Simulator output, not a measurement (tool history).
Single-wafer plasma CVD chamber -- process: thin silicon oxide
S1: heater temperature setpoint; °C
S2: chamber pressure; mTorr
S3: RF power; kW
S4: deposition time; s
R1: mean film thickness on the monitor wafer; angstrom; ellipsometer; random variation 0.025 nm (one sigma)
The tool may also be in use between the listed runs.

Run 1, hour 0.0: S1 380 °C, S2 650 mTorr, S3 0.305 kW, S4 4.27 s. Result: R1 64.165 angstrom.
Run 2, hour 2.3: S1 380 °C, S2 650 mTorr, S3 0.305 kW, S4 4.27 s. Result: R1 64.599 angstrom.
Run 3, hour 3.3: S1 380 °C, S2 669 mTorr, S3 0.305 kW, S4 4.27 s. Result: R1 66.315 angstrom.
Run 4, hour 11.2: S1 380 °C, S2 669 mTorr, S3 0.305 kW, S4 4.27 s. Result: R1 66.600 angstrom.
Run 5, hour 12.3: S1 380 °C, S2 685 mTorr, S3 0.305 kW, S4 4.27 s. Result: R1 67.389 angstrom.
Run 6, hour 16.7: S1 380 °C, S2 645 mTorr, S3 0.305 kW, S4 4.27 s. Result: R1 63.466 angstrom.

Run 7, settings as shown, results not yet in. Your forecast:
Run 7, hour 21.6: S1 380 °C, S2 775 mTorr, S3 0.310 kW, S4 4.28 s. Result: R1 ?.

Logged for run 7: R1 76.543 angstrom.

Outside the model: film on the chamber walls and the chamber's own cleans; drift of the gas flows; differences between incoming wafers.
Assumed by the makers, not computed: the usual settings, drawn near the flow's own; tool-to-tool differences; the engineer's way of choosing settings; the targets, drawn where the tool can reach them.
